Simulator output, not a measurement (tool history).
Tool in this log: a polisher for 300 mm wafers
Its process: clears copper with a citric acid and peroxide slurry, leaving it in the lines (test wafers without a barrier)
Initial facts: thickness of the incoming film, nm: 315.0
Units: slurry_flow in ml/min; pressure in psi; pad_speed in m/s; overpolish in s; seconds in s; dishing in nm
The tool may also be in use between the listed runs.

| run | hour | slurry_flow | pressure | pad_speed | slurry_solids | overpolish | seconds | dishing |
|---|---|---|---|---|---|---|---|---|
| 1 | 0 | 145 | 2.2 | 1.4 | 1 | 19 | 174.15 | 28.639 |
| 2 | 6.5 | 145 | 1.7 | 1.4 | 1 | 19 | 224.43 | 22.595 |
| 3 | 11.3 | 140 | 2.1 | 1.4 | 1 | 22 | 184.69 | 31.496 |
| 4 | 14.3 | 110 | 2.1 | 1.4 | 1 | 22 | 186.55 | 30.659 |
| 5 | 16.5 | 110 | 2.1 | 1.4 | 0.9 | 22 | 194.1 | 28.656 |
| 6 | 19.9 | 95 | 2.1 | 1.4 | 0.9 | 22 | 197.42 | 28.538 |
| 7 | 21.3 | 95 | 2.3 | 1.4 | 0.95 | 24 | 177.87 | 34.136 |
| 8 | 22.7 | 100 | 2.5 | 1.4 | 1 | 26 | 166.89 | 39.718 |

Run 9 is up next; what results do you expect?
| 9 | 25.2 | 105 | 2.7 | 1.4 | 1 | 27 | ? | ? |

{"run 9": {"seconds": 151.45, "dishing": 44.301}}

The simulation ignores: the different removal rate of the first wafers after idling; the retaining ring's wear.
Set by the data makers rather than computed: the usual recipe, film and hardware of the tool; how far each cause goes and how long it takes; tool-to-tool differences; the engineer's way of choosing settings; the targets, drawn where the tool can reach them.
